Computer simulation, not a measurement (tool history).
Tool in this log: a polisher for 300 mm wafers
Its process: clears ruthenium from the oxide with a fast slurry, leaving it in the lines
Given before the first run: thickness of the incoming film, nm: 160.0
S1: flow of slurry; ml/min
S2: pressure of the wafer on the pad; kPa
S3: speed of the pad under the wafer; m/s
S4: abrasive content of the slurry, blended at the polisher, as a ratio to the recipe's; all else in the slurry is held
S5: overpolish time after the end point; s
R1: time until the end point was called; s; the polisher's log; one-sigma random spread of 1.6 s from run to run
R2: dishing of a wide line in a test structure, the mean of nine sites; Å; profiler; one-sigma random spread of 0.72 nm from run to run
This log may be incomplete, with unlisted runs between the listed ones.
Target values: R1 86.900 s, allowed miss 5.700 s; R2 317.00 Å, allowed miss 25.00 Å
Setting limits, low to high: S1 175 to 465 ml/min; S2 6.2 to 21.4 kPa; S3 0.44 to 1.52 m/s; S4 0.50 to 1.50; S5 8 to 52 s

Run 1, day 0.000: S1 295 ml/min, S2 13.8 kPa, S3 0.98 m/s, S4 1.00, S5 26 s. Result: R1 55.850 s, R2 488.50 Å.
Run 2, day 0.225: S1 295 ml/min, S2 17.2 kPa, S3 0.98 m/s, S4 1.00, S5 26 s. Result: R1 43.773 s, R2 557.77 Å.
Run 3, day 0.579: S1 295 ml/min, S2 17.2 kPa, S3 0.76 m/s, S4 1.00, S5 26 s. Result: R1 55.691 s, R2 473.31 Å.
Run 4, day 0.617: S1 295 ml/min, S2 17.2 kPa, S3 0.76 m/s, S4 1.00, S5 21 s. Result: R1 55.206 s, R2 402.84 Å.
Run 5, day 0.658: S1 295 ml/min, S2 16.5 kPa, S3 0.76 m/s, S4 1.00, S5 21 s. Result: R1 58.180 s, R2 399.78 Å.
Run 6, day 0.908: S1 295 ml/min, S2 15.9 kPa, S3 0.76 m/s, S4 1.00, S5 21 s. Result: R1 62.579 s, R2 389.07 Å.
Run 7, day 1.221: S1 295 ml/min, S2 15.2 kPa, S3 0.76 m/s, S4 1.00, S5 21 s. Result: R1 64.661 s, R2 374.34 Å.
Run 8, day 1.346: S1 295 ml/min, S2 14.5 kPa, S3 0.76 m/s, S4 1.00, S5 21 s. Result: R1 62.774 s, R2 347.80 Å.
Run 9, day 1.667: S1 295 ml/min, S2 13.8 kPa, S3 0.74 m/s, S4 1.00, S5 22 s. Result: R1 71.467 s, R2 359.25 Å.
Run 10, day 1.700: S1 295 ml/min, S2 12.4 kPa, S3 0.72 m/s, S4 1.00, S5 22 s. Result: R1 81.325 s, R2 326.56 Å.

Which of these 5 next moves meets every target?
Run A, day 1.733: S1 240 ml/min, S2 10.3 kPa, S3 0.88 m/s, S4 0.80, S5 23 s. Result: R1 ?, R2 ?.
Run B, day 1.733: S1 390 ml/min, S2 15.9 kPa, S3 0.54 m/s, S4 1.20, S5 17 s. Result: R1 ?, R2 ?.
Run C, day 1.733: S1 260 ml/min, S2 20.7 kPa, S3 0.66 m/s, S4 0.60, S5 17 s. Result: R1 ?, R2 ?.
Run D, day 1.733: S1 305 ml/min, S2 13.1 kPa, S3 0.76 m/s, S4 1.00, S5 22 s. Result: R1 ?, R2 ?.
Run E, day 1.733: S1 360 ml/min, S2 11.0 kPa, S3 0.78 m/s, S4 0.85, S5 29 s. Result: R1 ?, R2 ?.

move      R1      R2
   A  90.627  303.41
   B  78.035  268.84
   C  68.066  299.65
   D  74.076  341.94
   E  89.588  364.22
A: meets every target
B: the biggest miss grows against the last run
C: the biggest miss grows against the last run
D: the biggest miss grows against the last run
E: brings the result that was furthest off to its target, and leaves another outside
Correct choice: A, which meets every target
